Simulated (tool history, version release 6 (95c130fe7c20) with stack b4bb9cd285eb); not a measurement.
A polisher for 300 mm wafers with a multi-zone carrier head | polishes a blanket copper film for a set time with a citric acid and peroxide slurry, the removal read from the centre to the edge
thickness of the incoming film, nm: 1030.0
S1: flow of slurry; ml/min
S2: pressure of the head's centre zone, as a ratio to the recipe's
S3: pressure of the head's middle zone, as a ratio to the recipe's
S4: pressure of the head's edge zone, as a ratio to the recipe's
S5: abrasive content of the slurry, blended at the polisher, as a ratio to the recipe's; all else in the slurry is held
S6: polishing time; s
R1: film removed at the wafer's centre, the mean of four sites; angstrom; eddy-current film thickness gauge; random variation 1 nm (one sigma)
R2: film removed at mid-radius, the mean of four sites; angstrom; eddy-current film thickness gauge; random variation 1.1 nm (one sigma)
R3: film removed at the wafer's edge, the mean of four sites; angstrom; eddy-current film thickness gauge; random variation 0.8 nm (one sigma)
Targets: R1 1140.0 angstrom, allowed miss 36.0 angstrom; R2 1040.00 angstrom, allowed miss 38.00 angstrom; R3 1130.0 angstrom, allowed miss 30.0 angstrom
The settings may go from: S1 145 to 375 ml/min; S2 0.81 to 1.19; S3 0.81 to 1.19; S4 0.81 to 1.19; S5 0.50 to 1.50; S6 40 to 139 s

run,hour,S1,S2,S3,S4,S5,S6,R1,R2,R3
1,0.0,240,1.00,1.00,1.00,1.00,89,1942.1,1939.10,1923.6
2,7.9,235,0.99,0.97,0.98,0.90,84,1750.9,1714.50,1742.7
3,14.4,235,0.99,0.97,0.98,1.00,84,1801.7,1807.50,1799.8
4,17.6,235,0.99,0.97,1.03,1.00,84,1815.4,1798.30,1841.9
5,20.4,230,0.99,0.95,1.00,0.90,80,1683.3,1648.40,1681.0
6,22.2,230,0.99,0.95,0.96,0.90,80,1685.1,1649.00,1646.0
7,27.8,225,0.98,0.93,0.96,0.85,76,1554.8,1494.10,1542.8
8,32.9,220,0.97,0.91,0.94,0.80,74,1469.7,1407.20,1454.0
9,39.3,180,0.94,0.81,0.88,0.55,62,1067.0,953.08,1060.8

5 next moves are on the table. One of them brings every result within its allowed miss. Which?
A,45.7,170,0.83,0.84,0.89,0.55,70,?,?,?
B,45.7,165,0.88,0.84,0.89,0.55,66,?,?,?
C,45.7,265,0.96,0.84,0.94,0.70,58,?,?,?
D,45.7,145,0.85,0.89,0.93,0.80,66,?,?,?
E,45.7,185,1.09,0.81,0.81,0.55,63,?,?,?

move,R1,R2,R3
A,1041.7,1093.30,1199.1
B,1035.7,1025.10,1126.3
C,1132.4,1018.20,1127.9
D,1060.8,1141.00,1230.2
E,1253.2,968.90,1045.9
A: takes the result that was furthest off past its target
B: brings the result that was furthest off to its target, and leaves another outside
C: meets every target
D: takes the result that was furthest off past its target
E: further off than the last run
Answer: C
